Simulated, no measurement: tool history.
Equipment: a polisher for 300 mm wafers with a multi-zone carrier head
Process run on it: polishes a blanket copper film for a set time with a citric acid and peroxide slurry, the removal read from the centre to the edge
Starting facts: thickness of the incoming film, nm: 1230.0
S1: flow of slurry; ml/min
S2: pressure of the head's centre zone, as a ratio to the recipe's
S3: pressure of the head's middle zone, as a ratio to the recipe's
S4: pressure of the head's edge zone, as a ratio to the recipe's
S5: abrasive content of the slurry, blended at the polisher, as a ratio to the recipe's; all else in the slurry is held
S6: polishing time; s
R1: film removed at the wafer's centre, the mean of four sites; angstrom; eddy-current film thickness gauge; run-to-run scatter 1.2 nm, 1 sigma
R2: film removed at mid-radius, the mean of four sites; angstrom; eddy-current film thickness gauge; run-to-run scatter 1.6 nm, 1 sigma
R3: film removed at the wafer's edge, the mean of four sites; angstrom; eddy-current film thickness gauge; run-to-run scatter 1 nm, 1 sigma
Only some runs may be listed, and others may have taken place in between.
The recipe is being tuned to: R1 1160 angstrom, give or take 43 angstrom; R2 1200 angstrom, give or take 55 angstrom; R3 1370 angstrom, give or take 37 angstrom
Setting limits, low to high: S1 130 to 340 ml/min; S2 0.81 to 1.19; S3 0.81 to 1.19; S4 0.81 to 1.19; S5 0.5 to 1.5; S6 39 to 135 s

run,day,S1,S2,S3,S4,S5,S6,R1,R2,R3
1,0,220,1,1,1,1,87,1381.4,1384.4,1428.2
2,0.258,215,0.98,0.98,1,1,87,1373.8,1379.5,1431.3
3,0.45,215,0.98,0.91,1,1,87,1356.2,1288.7,1426.6
4,0.621,215,0.98,0.86,1,1,87,1373.2,1236.8,1407
5,0.779,215,0.98,0.86,1,1,67,1067.8,969.87,1091.9
6,0.879,215,1.03,0.86,1,1,67,1108.3,941.24,1102.9
7,1.146,215,1.03,0.86,1,1,67,1107.2,951.25,1099
8,1.267,220,1.01,0.88,1.03,1.05,67,1096.8,1011.1,1130.7
9,1.508,250,0.95,0.86,1.13,1.3,71,1235.3,1126.9,1360.7

Which single option among these 4 for the next run brings every result within its allowed miss of target? Just one does.
A,1.75,255,0.89,1.05,1.13,1.05,76,?,?,?
B,1.75,250,0.85,0.99,1.11,1.3,75,?,?,?
C,1.75,205,0.9,0.92,1.13,1.4,72,?,?,?
D,1.75,250,0.96,1.01,0.94,1.25,73,?,?,?

move,R1,R2,R3
A,1151.1,1292.3,1357.1
B,1161.6,1296.4,1415.5
C,1158.3,1165.5,1373
D,1242.8,1266.6,1255.1
A: brings the last run's worst result on target, with another outside its allowed miss
B: brings the last run's worst result on target, with another outside its allowed miss
C: all results in spec
D: misses by more than the last run did
So the answer is move C, the one that meets all the targets.
